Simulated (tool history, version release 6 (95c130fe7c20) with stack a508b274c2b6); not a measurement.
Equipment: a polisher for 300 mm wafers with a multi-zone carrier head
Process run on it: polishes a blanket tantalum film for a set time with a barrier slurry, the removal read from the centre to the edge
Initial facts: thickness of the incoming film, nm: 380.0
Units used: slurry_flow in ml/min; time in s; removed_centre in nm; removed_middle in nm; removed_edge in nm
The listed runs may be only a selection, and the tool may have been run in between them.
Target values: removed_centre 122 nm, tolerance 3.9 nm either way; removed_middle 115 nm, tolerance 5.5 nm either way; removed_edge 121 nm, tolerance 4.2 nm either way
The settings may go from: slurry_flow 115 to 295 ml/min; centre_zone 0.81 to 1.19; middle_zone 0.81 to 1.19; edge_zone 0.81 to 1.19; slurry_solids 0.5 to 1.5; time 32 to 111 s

run	hour	slurry_flow	centre_zone	middle_zone	edge_zone	slurry_solids	time	removed_centre	removed_middle	removed_edge
1	0	190	1	1	1	1	71	88.252	89.515	90.206
2	7	195	1.01	1	1.02	1.05	72	90.782	90.533	91.554
3	11.1	195	1.01	1	1.02	1.2	72	94.215	95.008	95.409
4	16.9	195	0.93	1	1.02	1.2	72	87.256	95.823	97.645
5	19.8	200	0.94	1	1.03	1.25	73	88.97	95.008	100.48
6	23.5	200	0.96	1	1.04	1.3	74	93.067	99.007	101.39
7	25.2	200	0.97	0.99	1.04	1.3	75	95.384	99.969	104.2
8	34.1	200	0.98	0.99	1.05	1.3	76	99.957	99.263	105.39
9	36.6	200	0.99	1	1.06	1.3	77	100.98	100.44	108.26
10	37.4	200	1	1.01	1.06	1.3	77	101.82	104.9	107.43
11	43	250	1.1	0.99	1.16	1.45	78	121.9	109.45	116.75

Which one of the following 5 next-run settings gets every result inside its allowed miss? There is exactly one.
A	48.6	255	1.13	0.94	1.17	1.45	78	?	?	?
B	48.6	270	1.18	1.1	1.08	1.35	75	?	?	?
C	48.6	235	1.1	1.06	1.19	1.5	78	?	?	?
D	48.6	275	1.13	1.05	1.11	1.4	76	?	?	?
E	48.6	235	1.16	1.1	1.14	1.5	80	?	?	?

move	removed_centre	removed_middle	removed_edge
A	125.75	107	120.67
B	125.49	116.54	110.04
C	121.94	118.03	121.44
D	122.9	114.62	114.18
E	131.98	124.92	121.74
A: meets the target for the result that was furthest off, but another lies outside its allowed miss
B: misses by more than the last run did
C: every result within its allowed miss
D: misses by more than the last run did
E: meets the target for the result that was furthest off, but another lies outside its allowed miss
The right move is C.
